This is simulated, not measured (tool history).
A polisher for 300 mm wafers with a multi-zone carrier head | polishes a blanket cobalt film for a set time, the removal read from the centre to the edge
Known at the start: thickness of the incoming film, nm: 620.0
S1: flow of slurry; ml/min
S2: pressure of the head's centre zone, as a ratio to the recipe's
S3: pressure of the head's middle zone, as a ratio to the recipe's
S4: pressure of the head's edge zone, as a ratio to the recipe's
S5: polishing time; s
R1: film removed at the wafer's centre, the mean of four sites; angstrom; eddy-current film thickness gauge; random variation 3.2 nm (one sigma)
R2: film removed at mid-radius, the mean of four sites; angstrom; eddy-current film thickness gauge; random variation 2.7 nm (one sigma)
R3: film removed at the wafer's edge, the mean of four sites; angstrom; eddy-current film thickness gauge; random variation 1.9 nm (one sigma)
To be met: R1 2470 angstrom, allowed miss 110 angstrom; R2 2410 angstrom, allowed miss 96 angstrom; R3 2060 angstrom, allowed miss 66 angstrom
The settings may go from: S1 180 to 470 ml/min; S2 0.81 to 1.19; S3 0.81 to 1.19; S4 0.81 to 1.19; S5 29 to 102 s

run    day   S1    S2    S3    S4  S5      R1      R2      R3
  1      0  300     1     1     1  65  2549.3  2633.5  2571.7
  2  0.246  300  1.03  1.01  0.95  63  2599.7  2575.4  2431.5
  3  0.354  300  0.96  1.01  0.95  63  2404.8  2536.5  2411.4
  4  0.512  300  0.96  1.01  0.95  53  2000.8  2180.9    2041
  5  0.792  225  0.96  1.01  0.95  53  1980.7    2118  1970.7
  6  0.833  225  0.92  1.01  0.95  53    1848  2094.7  2008.6
  7  1.042  225  0.92  1.01  0.95  53  1869.9  2147.3  1985.8
  8  1.217  275  1.02   1.1  0.93  56  2262.5  2432.6  2123.7

Which of these 4 next moves meets every target?
  A  1.392  350  1.07  0.99  0.91  61   ?   ?   ?
  B  1.392  290  1.09  1.05  0.83  57   ?   ?   ?
  C  1.392  240  1.17  0.98  0.84  62   ?   ?   ?
  D  1.392  265  1.03  1.04  0.93  55   ?   ?   ?

move      R1      R2      R3
   A  2600.2  2444.8  2328.2
   B    2438  2367.2  2062.7
   C  2796.9  2389.4  2230.3
   D  2203.9  2249.4  2084.2
A: takes the result that was furthest off past its target
B: meets every target
C: takes the result that was furthest off past its target
D: further off than the last run
Answer: B
